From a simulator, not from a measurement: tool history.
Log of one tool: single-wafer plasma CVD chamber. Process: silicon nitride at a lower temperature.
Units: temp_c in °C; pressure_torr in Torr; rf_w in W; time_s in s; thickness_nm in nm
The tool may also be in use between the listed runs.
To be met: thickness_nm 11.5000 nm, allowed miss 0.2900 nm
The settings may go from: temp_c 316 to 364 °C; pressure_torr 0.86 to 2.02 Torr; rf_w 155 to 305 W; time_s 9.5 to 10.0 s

run 1 hour=0.0 | temp_c=340 pressure_torr=1.44 rf_w=230 time_s=10.0 | thickness_nm=9.7756
run 2 hour=1.4 | temp_c=340 pressure_torr=1.51 rf_w=235 time_s=10.0 | thickness_nm=10.0280
run 3 hour=7.2 | temp_c=340 pressure_torr=1.51 rf_w=220 time_s=10.0 | thickness_nm=9.4998
run 4 hour=10.8 | temp_c=331 pressure_torr=1.51 rf_w=220 time_s=10.0 | thickness_nm=9.6268
run 5 hour=17.2 | temp_c=331 pressure_torr=1.57 rf_w=225 time_s=10.0 | thickness_nm=9.8083
run 6 hour=22.6 | temp_c=331 pressure_torr=1.61 rf_w=230 time_s=10.0 | thickness_nm=10.0760
run 7 hour=30.0 | temp_c=331 pressure_torr=1.65 rf_w=235 time_s=10.0 | thickness_nm=10.2360
run 8 hour=38.2 | temp_c=331 pressure_torr=1.68 rf_w=240 time_s=10.0 | thickness_nm=10.3830

4 next moves are on the table. One of them brings every result within its allowed miss. Which?
run A hour=46.4 | temp_c=325 pressure_torr=1.55 rf_w=210 time_s=9.5 | thickness_nm=?
run B hour=46.4 | temp_c=332 pressure_torr=1.71 rf_w=275 time_s=10.0 | thickness_nm=?
run C hour=46.4 | temp_c=325 pressure_torr=1.56 rf_w=225 time_s=9.5 | thickness_nm=?
run D hour=46.4 | temp_c=335 pressure_torr=1.71 rf_w=235 time_s=9.9 | thickness_nm=?

move=A thickness_nm=8.8455
move=B thickness_nm=11.4270
move=C thickness_nm=9.2993
move=D thickness_nm=10.1600
A: further off than the last run
B: meets every target
C: further off than the last run
D: further off than the last run
Answer: B
